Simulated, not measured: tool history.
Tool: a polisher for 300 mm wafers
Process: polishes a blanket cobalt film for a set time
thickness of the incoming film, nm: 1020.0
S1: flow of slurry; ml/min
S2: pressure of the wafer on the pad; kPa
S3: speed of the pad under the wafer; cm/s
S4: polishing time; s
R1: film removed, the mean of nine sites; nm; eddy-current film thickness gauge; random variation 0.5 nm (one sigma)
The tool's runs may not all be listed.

run	hour	S1	S2	S3	S4	R1
1	0.0	225	11.0	116	25	104.580
2	5.2	225	11.0	102	25	95.329
3	7.9	225	11.0	84	25	81.935
4	9.4	220	10.3	84	25	76.507
5	12.3	215	9.7	84	25	71.879
6	20.3	215	9.7	84	22	63.143

Forecast run 7:
7	26.6	210	9.7	84	22	?

{"run 7": {"R1": 63.4}}
